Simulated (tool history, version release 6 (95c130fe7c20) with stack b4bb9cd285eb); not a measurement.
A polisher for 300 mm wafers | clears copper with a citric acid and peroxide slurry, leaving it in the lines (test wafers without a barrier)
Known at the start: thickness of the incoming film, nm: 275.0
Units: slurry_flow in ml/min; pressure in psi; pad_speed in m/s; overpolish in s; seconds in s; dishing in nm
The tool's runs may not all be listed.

run,hour,slurry_flow,pressure,pad_speed,slurry_solids,overpolish,seconds,dishing
1,0.0,230,4.0,1.10,1.0,17,100.180,33.506
2,3.5,230,4.0,1.10,1.1,17,96.953,33.743
3,10.6,230,4.4,1.10,1.1,17,86.846,36.641
4,13.7,205,4.7,0.94,1.2,14,98.127,28.814
5,21.5,205,4.7,1.10,1.2,14,82.087,32.704
6,23.2,205,5.3,1.10,1.2,14,74.046,37.056
7,25.5,215,4.2,1.40,1.2,6,72.765,17.323

The next listed run, before its measurement:
8,30.5,215,3.8,1.44,1.2,6,?,?

Run 8 gave seconds 75.257 s, dishing 16.320 nm.

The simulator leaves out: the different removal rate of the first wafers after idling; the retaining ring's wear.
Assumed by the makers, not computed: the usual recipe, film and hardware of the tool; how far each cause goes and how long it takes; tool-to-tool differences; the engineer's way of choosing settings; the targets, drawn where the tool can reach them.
